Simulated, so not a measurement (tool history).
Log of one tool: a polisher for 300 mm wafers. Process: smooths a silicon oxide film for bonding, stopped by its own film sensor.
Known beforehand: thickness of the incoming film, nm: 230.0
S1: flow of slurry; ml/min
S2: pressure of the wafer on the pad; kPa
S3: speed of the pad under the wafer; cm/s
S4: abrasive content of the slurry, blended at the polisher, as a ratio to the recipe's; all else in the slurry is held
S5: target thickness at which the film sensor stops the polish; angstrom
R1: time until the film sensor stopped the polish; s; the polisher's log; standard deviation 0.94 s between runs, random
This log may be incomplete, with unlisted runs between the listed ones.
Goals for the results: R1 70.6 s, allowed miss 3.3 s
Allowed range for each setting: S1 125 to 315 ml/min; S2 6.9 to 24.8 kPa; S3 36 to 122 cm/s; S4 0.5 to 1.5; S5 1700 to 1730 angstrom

run 1 hour=0 | S1=205 S2=15.9 S3=78 S4=1 S5=1730 | R1=99.71
run 2 hour=7.4 | S1=205 S2=17.2 S3=78 S4=1 S5=1730 | R1=95.175
run 3 hour=8.7 | S1=205 S2=17.2 S3=94 S4=1 S5=1730 | R1=83.235
run 4 hour=9.9 | S1=205 S2=17.2 S3=94 S4=0.9 S5=1730 | R1=89.136
run 5 hour=10.5 | S1=205 S2=18.6 S3=94 S4=0.9 S5=1730 | R1=81.166
run 6 hour=14 | S1=205 S2=19.3 S3=94 S4=0.9 S5=1730 | R1=80.14
run 7 hour=21 | S1=205 S2=20 S3=94 S4=0.9 S5=1730 | R1=76.839
run 8 hour=24.7 | S1=205 S2=20.7 S3=94 S4=0.9 S5=1730 | R1=74.79

Exactly one of the 5 candidate moves below puts every result within its allowed miss. Which one?
run A hour=28.4 | S1=165 S2=23.4 S3=106 S4=0.85 S5=1730 | R1=?
run B hour=28.4 | S1=205 S2=20.7 S3=108 S4=1 S5=1700 | R1=?
run C hour=28.4 | S1=200 S2=19.3 S3=104 S4=0.8 S5=1700 | R1=?
run D hour=28.4 | S1=215 S2=21.4 S3=96 S4=0.95 S5=1710 | R1=?
run E hour=28.4 | S1=235 S2=22.1 S3=84 S4=0.85 S5=1700 | R1=?

move=A R1=63.637
move=B R1=64.17
move=C R1=83.235
move=D R1=68.422
move=E R1=79.471
A: the result that was furthest off in the last run now lies on the other side of its target
B: the result that was furthest off in the last run now lies on the other side of its target
C: further off than the last run
D: all results land within tolerance of their targets
E: further off than the last run
The move that meets every target is D.

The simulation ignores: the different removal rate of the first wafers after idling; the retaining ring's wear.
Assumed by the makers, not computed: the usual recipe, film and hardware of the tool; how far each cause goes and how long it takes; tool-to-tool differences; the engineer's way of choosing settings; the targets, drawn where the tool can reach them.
